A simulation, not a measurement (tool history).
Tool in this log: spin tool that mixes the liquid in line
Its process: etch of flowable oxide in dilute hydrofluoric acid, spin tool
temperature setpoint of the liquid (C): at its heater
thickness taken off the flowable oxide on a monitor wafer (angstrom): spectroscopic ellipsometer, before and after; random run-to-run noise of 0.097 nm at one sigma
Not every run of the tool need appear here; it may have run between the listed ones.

| run | day | temperature setpoint of the liquid (C) | parts of water to one part of 49 % hydrofluoric acid (parts by volume) | time under the liquid (s) | thickness taken off the flowable oxide on a monitor wafer (angstrom) |
|---|---|---|---|---|---|
| 1 | 0 | 22 | 135 | 15 | 70.372 |
| 2 | 0.062 | 25 | 135 | 15 | 79.071 |
| 3 | 0.3 | 25 | 105 | 15 | 105.2 |
| 4 | 0.442 | 24.5 | 105 | 15 | 101.98 |
| 5 | 0.592 | 24.5 | 75 | 15 | 152.08 |
| 6 | 0.729 | 22.5 | 75 | 15 | 140.01 |
| 7 | 0.954 | 21.5 | 80 | 15 | 123.48 |
| 8 | 1.112 | 17.5 | 80 | 15 | 102.73 |

Run 9 has not been measured yet. What should we expect?
| 9 | 1.404 | 17 | 80 | 15 | ? |

thickness taken off the flowable oxide on a monitor wafer (angstrom): 102.23
